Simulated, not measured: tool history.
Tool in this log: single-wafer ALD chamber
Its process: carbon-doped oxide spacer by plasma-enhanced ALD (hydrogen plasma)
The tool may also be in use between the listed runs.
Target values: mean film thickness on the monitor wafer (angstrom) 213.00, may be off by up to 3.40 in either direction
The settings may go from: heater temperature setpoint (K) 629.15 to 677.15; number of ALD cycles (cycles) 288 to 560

run	hour	heater temperature setpoint (K)	number of ALD cycles (cycles)	mean film thickness on the monitor wafer (angstrom)
1	0.0	653.15	424	232.15
2	5.4	653.15	417	229.04
3	10.6	653.15	455	249.29
4	11.6	653.15	492	269.95
5	13.9	653.15	471	259.08
6	19.5	653.15	454	249.49
7	20.5	653.15	454	247.81
8	25.8	653.15	440	241.98
9	31.1	653.15	428	235.03
10	36.4	653.15	419	230.09
11	44.1	653.15	412	225.15
12	46.8	653.15	407	223.37

Below are 4 possible settings for the next run. Only one of them brings all results inside the allowed miss of their targets. Which is it?
A	49.5	649.15	444	?
B	49.5	653.15	442	?
C	49.5	654.15	410	?
D	49.5	649.15	390	?

move	mean film thickness on the monitor wafer (angstrom)
A	243.33
B	242.24
C	224.70
D	213.74
A: lands further from the targets than the last run did
B: lands further from the targets than the last run did
C: lands further from the targets than the last run did
D: in spec on every target
Move D is the one to make.

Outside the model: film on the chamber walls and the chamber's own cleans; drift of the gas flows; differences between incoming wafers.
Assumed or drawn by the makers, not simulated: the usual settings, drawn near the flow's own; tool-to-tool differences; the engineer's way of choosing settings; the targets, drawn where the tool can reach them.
